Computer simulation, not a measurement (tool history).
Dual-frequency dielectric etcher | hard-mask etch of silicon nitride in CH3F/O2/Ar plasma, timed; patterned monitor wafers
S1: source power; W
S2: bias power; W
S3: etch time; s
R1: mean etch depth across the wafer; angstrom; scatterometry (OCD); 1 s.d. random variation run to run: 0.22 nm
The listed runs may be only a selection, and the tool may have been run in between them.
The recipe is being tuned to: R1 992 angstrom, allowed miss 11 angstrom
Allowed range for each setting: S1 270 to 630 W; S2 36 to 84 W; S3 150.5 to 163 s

Run 1, hour 0: S1 450 W, S2 60 W, S3 163 s. Result: R1 1047.4 angstrom.
Run 2, hour 3.9: S1 490 W, S2 60 W, S3 163 s. Result: R1 1071.6 angstrom.
Run 3, hour 6.7: S1 470 W, S2 60 W, S3 163 s. Result: R1 1059.4 angstrom.
Run 4, hour 12.2: S1 470 W, S2 69 W, S3 163 s. Result: R1 1112.6 angstrom.
Run 5, hour 20.2: S1 410 W, S2 69 W, S3 163 s. Result: R1 1064.4 angstrom.
Run 6, hour 24.5: S1 410 W, S2 75 W, S3 163 s. Result: R1 1094.4 angstrom.
Run 7, hour 26.5: S1 380 W, S2 75 W, S3 163 s. Result: R1 1068.5 angstrom.
Run 8, hour 30.2: S1 360 W, S2 75 W, S3 163 s. Result: R1 1051 angstrom.
Run 9, hour 38.8: S1 280 W, S2 74 W, S3 163 s. Result: R1 972.93 angstrom.

Which one of the following 4 next-run settings gets every result inside its allowed miss? There is exactly one.
Run A, hour 47.4: S1 310 W, S2 80 W, S3 150.5 s. Result: R1 ?.
Run B, hour 47.4: S1 310 W, S2 77 W, S3 158.5 s. Result: R1 ?.
Run C, hour 47.4: S1 270 W, S2 75 W, S3 160.5 s. Result: R1 ?.
Run D, hour 47.4: S1 330 W, S2 71 W, S3 155.5 s. Result: R1 ?.

move      R1
   A  951.68
   B  988.79
   C  954.46
   D  960.06
A: moves away from the targets compared with the last run
B: every result within its allowed miss
C: moves away from the targets compared with the last run
D: moves away from the targets compared with the last run
B meets every target.
